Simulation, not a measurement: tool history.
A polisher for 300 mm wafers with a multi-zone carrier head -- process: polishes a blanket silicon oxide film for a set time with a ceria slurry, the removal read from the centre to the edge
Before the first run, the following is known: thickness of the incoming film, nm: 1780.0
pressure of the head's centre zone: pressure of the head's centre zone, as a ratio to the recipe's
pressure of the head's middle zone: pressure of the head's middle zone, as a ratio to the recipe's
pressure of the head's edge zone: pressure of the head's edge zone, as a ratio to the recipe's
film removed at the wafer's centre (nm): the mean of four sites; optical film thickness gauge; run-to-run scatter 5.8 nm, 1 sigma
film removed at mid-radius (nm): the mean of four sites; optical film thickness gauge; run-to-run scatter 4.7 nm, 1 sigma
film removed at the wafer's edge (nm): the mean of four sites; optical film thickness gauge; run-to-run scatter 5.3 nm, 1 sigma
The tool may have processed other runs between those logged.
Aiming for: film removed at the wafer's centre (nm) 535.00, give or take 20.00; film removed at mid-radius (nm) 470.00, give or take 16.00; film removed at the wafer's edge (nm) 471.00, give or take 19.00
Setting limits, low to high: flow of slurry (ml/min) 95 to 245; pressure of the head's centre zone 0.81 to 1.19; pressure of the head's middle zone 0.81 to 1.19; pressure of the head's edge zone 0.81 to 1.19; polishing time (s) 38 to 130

run  hour  flow of slurry (ml/min)  pressure of the head's centre zone  pressure of the head's middle zone  pressure of the head's edge zone  polishing time (s)  film removed at the wafer's centre (nm)  film removed at mid-radius (nm)  film removed at the wafer's edge (nm)
  1   0.0                      155                                1.00                                1.00                              1.00                  84                                   585.95                           591.31                                 566.39
  2   1.9                      135                                1.00                                1.00                              1.00                  84                                   565.23                           564.66                                 561.71
  3   5.2                      135                                1.00                                1.00                              0.96                  84                                   566.77                           560.66                                 560.84
  4   7.8                      135                                1.00                                1.04                              0.96                  84                                   572.01                           592.86                                 554.95
  5   8.4                      140                                1.03                                1.02                              0.94                  79                                   552.42                           543.59                                 520.60
  6  14.5                      135                                1.05                                1.01                              0.92                  77                                   553.33                           517.38                                 488.45
  7  23.0                      125                                1.05                                1.00                              0.92                  77                                   527.66                           510.65                                 492.70
  8  27.3                      125                                1.07                                0.98                              0.91                  77                                   545.46                           493.62                                 484.15

4 candidate next runs follow, results not yet known. Just one meets every target within its allowed miss. Identify it.
  A  31.6                      125                                1.13                                1.05                              0.88                  77                                        ?                                ?                                      ?
  B  31.6                      125                                1.08                                0.94                              0.90                  75                                        ?                                ?                                      ?
  C  31.6                      105                                1.04                                1.02                              0.87                  81                                        ?                                ?                                      ?
  D  31.6                      110                                1.13                                1.02                              0.84                  79                                        ?                                ?                                      ?

move  film removed at the wafer's centre (nm)  film removed at mid-radius (nm)  film removed at the wafer's edge (nm)
   A                                   581.30                           535.36                                 479.47
   B                                   541.71                           475.09                                 472.52
   C                                   532.52                           522.48                                 484.65
   D                                   572.00                           516.89                                 469.98
A: lands further from the targets than the last run did
B: meets every target
C: lands further from the targets than the last run did
D: lands further from the targets than the last run did
So the answer is move B, the one that meets all the targets.
